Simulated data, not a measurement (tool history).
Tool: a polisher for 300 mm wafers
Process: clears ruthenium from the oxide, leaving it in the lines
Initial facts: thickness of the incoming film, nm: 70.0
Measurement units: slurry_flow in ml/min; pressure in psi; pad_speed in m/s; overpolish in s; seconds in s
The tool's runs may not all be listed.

run  hour  slurry_flow  pressure  pad_speed  overpolish  seconds
  1   0.0          250       2.1       0.78           5  106.030
  2   5.9          250       2.2       0.78           5  101.330
  3  13.3          250       2.3       0.78           5   97.148
  4  15.6          250       1.8       0.78           5  124.390
  5  17.9          250       1.8       0.78           4  123.740
  6  24.5          250       1.9       0.78           4  115.600
  7  25.3          250       2.0       0.78           4  111.300
  8  26.5          250       2.1       0.78           4  108.040

For run 9, what comes out?
  9  30.5          250       2.2       0.78           4        ?

seconds: 102.120 s

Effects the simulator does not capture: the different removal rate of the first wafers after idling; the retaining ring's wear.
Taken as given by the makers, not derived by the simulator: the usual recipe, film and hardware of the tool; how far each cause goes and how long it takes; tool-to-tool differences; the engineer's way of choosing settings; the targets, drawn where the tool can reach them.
